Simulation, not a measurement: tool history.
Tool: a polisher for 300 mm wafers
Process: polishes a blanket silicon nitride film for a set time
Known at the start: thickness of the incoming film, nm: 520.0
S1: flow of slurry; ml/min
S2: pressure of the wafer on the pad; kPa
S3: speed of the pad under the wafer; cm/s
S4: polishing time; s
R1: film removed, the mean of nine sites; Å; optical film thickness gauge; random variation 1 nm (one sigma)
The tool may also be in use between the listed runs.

run  hour   S1    S2   S3  S4      R1
  1   0.0  160  23.4  120  59  1264.6
  2   7.8  160  22.1  120  59  1171.4
  3  16.6  160  22.1  120  62  1242.7
  4  20.1  160  20.7  120  62  1170.6
  5  21.4  160  19.3  120  62  1071.5
  6  25.0  190  19.3  120  62  1118.2

Forecast run 7:
  7  28.8  190  19.3  120  62   ?

R1: 1104.8 Å

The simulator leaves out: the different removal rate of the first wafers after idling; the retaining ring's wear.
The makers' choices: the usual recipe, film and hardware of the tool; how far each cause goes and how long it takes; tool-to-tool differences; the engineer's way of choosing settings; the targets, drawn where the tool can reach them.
